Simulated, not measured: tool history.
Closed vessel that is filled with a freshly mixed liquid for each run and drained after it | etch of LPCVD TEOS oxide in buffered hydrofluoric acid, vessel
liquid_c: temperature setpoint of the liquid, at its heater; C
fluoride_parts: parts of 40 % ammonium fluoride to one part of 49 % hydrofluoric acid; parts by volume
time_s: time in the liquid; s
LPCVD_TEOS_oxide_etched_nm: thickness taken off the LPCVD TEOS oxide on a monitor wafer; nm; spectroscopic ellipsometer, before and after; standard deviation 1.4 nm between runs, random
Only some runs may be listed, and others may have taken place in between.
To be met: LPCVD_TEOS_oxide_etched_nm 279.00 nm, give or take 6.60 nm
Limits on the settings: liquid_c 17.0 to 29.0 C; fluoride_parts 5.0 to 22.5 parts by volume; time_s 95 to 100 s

| run | hour | liquid_c | fluoride_parts | time_s | LPCVD_TEOS_oxide_etched_nm |
|---|---|---|---|---|---|
| 1 | 0.0 | 21.0 | 13.5 | 95 | 181.74 |
| 2 | 7.5 | 21.0 | 13.5 | 100 | 187.72 |
| 3 | 10.0 | 23.0 | 13.5 | 100 | 212.95 |
| 4 | 16.0 | 24.5 | 13.5 | 100 | 230.81 |
| 5 | 24.1 | 24.5 | 13.5 | 95 | 217.14 |
| 6 | 33.4 | 24.5 | 13.5 | 95 | 218.86 |
| 7 | 36.2 | 25.5 | 13.5 | 95 | 231.13 |
| 8 | 43.1 | 25.5 | 13.5 | 95 | 230.86 |

4 next moves are on the table. One of them brings every result within its allowed miss. Which?
| A | 50.0 | 25.5 | 15.5 | 95 | ? |
| B | 50.0 | 26.5 | 13.0 | 100 | ? |
| C | 50.0 | 21.5 | 8.5 | 100 | ? |
| D | 50.0 | 29.0 | 13.5 | 95 | ? |

| move | LPCVD_TEOS_oxide_etched_nm |
|---|---|
| A | 204.24 |
| B | 269.61 |
| C | 301.46 |
| D | 282.02 |
A: misses by more than the last run did
B: better than the last run, though not everything is in spec
C: moves the result that the last run missed by most past its target, out the other side
D: all results land within tolerance of their targets
Move D is the one to make.
